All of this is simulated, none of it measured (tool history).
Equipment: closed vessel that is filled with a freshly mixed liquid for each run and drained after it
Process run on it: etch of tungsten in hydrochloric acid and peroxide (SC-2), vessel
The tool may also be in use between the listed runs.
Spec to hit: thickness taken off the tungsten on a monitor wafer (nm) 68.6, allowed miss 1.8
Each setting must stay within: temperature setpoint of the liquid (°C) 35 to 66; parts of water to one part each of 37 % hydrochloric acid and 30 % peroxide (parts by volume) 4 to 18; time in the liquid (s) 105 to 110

run	hour	temperature setpoint of the liquid (°C)	parts of water to one part each of 37 % hydrochloric acid and 30 % peroxide (parts by volume)	time in the liquid (s)	thickness taken off the tungsten on a monitor wafer (nm)
1	0	50	10	105	25.319
2	3.6	50	10	105	24.925
3	4.5	55	10	105	34.715
4	13.3	55	8	105	41.735
5	21	57	8	105	47.25
6	22.4	58.5	8	105	52.24
7	26	63.5	8	105	71.382
8	31.7	63.5	8	105	70.931

Pick the move, out of 4, that brings all results within their allowed miss; only one does.
A	37.4	63.5	8	110	?
B	37.4	62	7.5	105	?
C	37.4	61	6	105	?
D	37.4	65.5	9	105	?

move	thickness taken off the tungsten on a monitor wafer (nm)
A	74.614
B	68.343
C	76.265
D	73.16
A: the biggest miss grows against the last run
B: hits every target within its allowed miss
C: the biggest miss grows against the last run
D: the biggest miss grows against the last run
B is the move that brings every result within its allowed miss.
